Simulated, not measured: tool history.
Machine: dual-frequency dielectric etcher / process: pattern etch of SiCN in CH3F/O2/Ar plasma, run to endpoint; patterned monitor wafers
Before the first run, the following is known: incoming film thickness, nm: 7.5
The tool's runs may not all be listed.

run 1 hour=0 | source_power_(W)=490 bias_power_(W)=53 | endpoint_time_(s)=21.237
run 2 hour=2.7 | source_power_(W)=500 bias_power_(W)=53 | endpoint_time_(s)=20.932
run 3 hour=9.3 | source_power_(W)=510 bias_power_(W)=53 | endpoint_time_(s)=20.908
run 4 hour=14.8 | source_power_(W)=510 bias_power_(W)=58 | endpoint_time_(s)=20.262
run 5 hour=23.4 | source_power_(W)=450 bias_power_(W)=58 | endpoint_time_(s)=21.441
run 6 hour=24.2 | source_power_(W)=450 bias_power_(W)=50 | endpoint_time_(s)=22.557
run 7 hour=28.5 | source_power_(W)=470 bias_power_(W)=50 | endpoint_time_(s)=22.052

What does the tool deliver on the next run?
run 8 hour=32.8 | source_power_(W)=480 bias_power_(W)=50 | endpoint_time_(s)=?

endpoint time (s): 21.653
